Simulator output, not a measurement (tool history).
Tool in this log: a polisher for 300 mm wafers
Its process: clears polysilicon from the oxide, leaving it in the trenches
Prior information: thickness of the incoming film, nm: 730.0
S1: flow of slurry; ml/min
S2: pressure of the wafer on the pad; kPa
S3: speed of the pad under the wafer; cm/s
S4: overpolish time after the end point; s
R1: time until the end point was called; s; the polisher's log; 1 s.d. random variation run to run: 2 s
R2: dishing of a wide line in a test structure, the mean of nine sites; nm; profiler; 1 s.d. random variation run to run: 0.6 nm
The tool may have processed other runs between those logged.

{"run": 1, "hour": 0.0, "S1": 275, "S2": 11.7, "S3": 100, "S4": 30, "R1": 87.047, "R2": 48.192}
{"run": 2, "hour": 0.5, "S1": 275, "S2": 13.1, "S3": 100, "S4": 30, "R1": 78.232, "R2": 50.032}
{"run": 3, "hour": 3.1, "S1": 275, "S2": 13.1, "S3": 100, "S4": 40, "R1": 78.752, "R2": 46.997}
{"run": 4, "hour": 9.9, "S1": 275, "S2": 10.3, "S3": 100, "S4": 40, "R1": 98.974, "R2": 47.947}
{"run": 5, "hour": 13.9, "S1": 275, "S2": 10.3, "S3": 88, "S4": 40, "R1": 113.26, "R2": 50.438}
{"run": 6, "hour": 22.8, "S1": 275, "S2": 12.4, "S3": 88, "S4": 40, "R1": 95.099, "R2": 49.014}

Run 7 is up next; what results do you expect?
{"run": 7, "hour": 29.9, "S1": 260, "S2": 11.7, "S3": 92, "S4": 42, "R1": "?", "R2": "?"}

Run 7 yielded R1 94.400 s, R2 49.468 nm.

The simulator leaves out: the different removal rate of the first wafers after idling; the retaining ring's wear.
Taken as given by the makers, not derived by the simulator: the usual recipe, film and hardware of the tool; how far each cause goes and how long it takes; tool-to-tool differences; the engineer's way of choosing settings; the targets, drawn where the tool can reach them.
